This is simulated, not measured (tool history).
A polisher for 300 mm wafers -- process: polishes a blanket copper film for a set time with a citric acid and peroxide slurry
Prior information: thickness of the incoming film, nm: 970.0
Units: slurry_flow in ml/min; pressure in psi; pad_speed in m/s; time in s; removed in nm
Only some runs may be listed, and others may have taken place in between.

run  hour  slurry_flow  pressure  pad_speed  slurry_solids  time  removed
  1   0.0          210       3.4       0.78            1.0    32   51.089
  2   8.2          210       3.4       0.78            1.0    32   51.931
  3  12.1          210       3.4       0.78            1.1    32   51.432
  4  20.3          210       3.7       0.78            1.1    32   54.897
  5  29.0          175       3.7       0.78            1.1    32   55.085
  6  32.1          150       3.7       0.78            1.1    32   54.087
  7  33.8          150       3.7       0.78            1.1    32   52.782
  8  36.4          155       4.7       0.80            1.1    32   69.128

What will run 9 give?
  9  41.1          155       4.8       0.80            1.1    32        ?

removed: 71.163 nm
